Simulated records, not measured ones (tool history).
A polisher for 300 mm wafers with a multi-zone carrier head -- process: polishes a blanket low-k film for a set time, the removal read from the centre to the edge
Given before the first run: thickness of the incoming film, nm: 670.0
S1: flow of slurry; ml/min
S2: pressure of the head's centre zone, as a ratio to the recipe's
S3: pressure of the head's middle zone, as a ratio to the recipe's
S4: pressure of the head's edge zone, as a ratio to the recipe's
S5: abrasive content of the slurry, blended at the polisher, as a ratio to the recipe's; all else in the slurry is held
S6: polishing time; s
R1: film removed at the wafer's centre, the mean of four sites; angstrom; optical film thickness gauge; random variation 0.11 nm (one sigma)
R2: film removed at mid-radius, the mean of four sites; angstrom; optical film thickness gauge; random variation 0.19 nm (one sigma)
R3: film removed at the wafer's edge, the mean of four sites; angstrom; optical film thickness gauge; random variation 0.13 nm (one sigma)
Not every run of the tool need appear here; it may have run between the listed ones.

run  hour   S1    S2    S3    S4    S5  S6      R1      R2      R3
  1     0  310     1     1     1     1  31  155.62  153.03  152.22
  2   2.7  305  1.01  0.96  0.96  0.95  31  149.59  143.19  141.29
  3   9.2  305  1.01  0.91  0.96  0.95  31  147.53  136.75  143.17
  4  17.7  295  1.02  0.89  0.93  0.95  31  151.07  136.14  142.05
  5    22  295  1.02  0.87  0.91   0.9  31  145.79  122.97   135.1
  6    24  295  1.02  0.87  0.91   1.1  31  167.07  143.02  153.06

For run 7, what comes out?
  7  27.9  295  1.01  0.87  0.88  1.05  31   ?   ?   ?

{"run 7": {"R1": 158.27, "R2": 134.81, "R3": 148.59}}
